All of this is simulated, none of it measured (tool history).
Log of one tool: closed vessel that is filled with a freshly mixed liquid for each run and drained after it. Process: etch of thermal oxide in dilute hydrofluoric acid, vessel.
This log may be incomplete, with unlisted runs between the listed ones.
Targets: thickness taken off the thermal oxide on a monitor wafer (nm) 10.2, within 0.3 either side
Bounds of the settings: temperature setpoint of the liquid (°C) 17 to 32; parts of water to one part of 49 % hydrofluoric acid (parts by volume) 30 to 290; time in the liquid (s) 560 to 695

run,hour,temperature setpoint of the liquid (°C),parts of water to one part of 49 % hydrofluoric acid (parts by volume),time in the liquid (s),thickness taken off the thermal oxide on a monitor wafer (nm)
1,0,24,160,695,18.732
2,4,24,160,695,18.579
3,6.8,22,175,695,15.559
4,8.6,20.5,185,695,13.702
5,15.9,23,185,695,15.216
6,25.1,25.5,185,695,16.677
7,34.5,23,195,695,14.283
8,42.4,21.5,200,695,12.996
9,49.6,20,205,695,12.005
10,54.7,19,210,695,11.27
11,60.7,18.5,210,695,11.018

Which single option among these 5 for the next run brings every result within its allowed miss of target? Just one does.
A,66.7,18.5,195,590,?
B,66.7,19,225,625,?
C,66.7,17.5,180,680,?
D,66.7,17,170,570,?
E,66.7,17.5,200,695,?

move,thickness taken off the thermal oxide on a monitor wafer (nm)
A,10.213
B,9.2941
C,12.431
D,10.916
E,11.223
A: all results land within tolerance of their targets
B: carries the result that was furthest off beyond its target, to the other side
C: misses by more than the last run did
D: gains on the last run, yet a result remains outside its allowed miss
E: misses by more than the last run did
Move A is the one to make.

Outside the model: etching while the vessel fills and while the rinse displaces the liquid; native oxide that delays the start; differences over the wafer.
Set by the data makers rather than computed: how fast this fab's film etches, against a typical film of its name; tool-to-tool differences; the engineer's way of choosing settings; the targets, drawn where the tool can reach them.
